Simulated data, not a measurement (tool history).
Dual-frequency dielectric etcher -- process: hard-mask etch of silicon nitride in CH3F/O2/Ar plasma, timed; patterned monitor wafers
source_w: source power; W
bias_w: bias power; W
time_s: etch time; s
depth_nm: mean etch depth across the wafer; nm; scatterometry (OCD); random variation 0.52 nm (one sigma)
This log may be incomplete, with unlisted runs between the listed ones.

run 1 hour=0.0 | source_w=490 bias_w=93 time_s=102.0 | depth_nm=86.624
run 2 hour=5.6 | source_w=530 bias_w=93 time_s=102.0 | depth_nm=89.739
run 3 hour=6.3 | source_w=530 bias_w=85 time_s=102.0 | depth_nm=87.790
run 4 hour=11.3 | source_w=500 bias_w=82 time_s=101.5 | depth_nm=84.132
run 5 hour=19.7 | source_w=500 bias_w=82 time_s=102.0 | depth_nm=83.752
run 6 hour=23.3 | source_w=550 bias_w=82 time_s=102.0 | depth_nm=88.885
run 7 hour=24.9 | source_w=520 bias_w=80 time_s=101.5 | depth_nm=84.752

Predict the results of run 8:
run 8 hour=28.9 | source_w=500 bias_w=79 time_s=101.0 | depth_nm=?

depth_nm: 81.600 nm
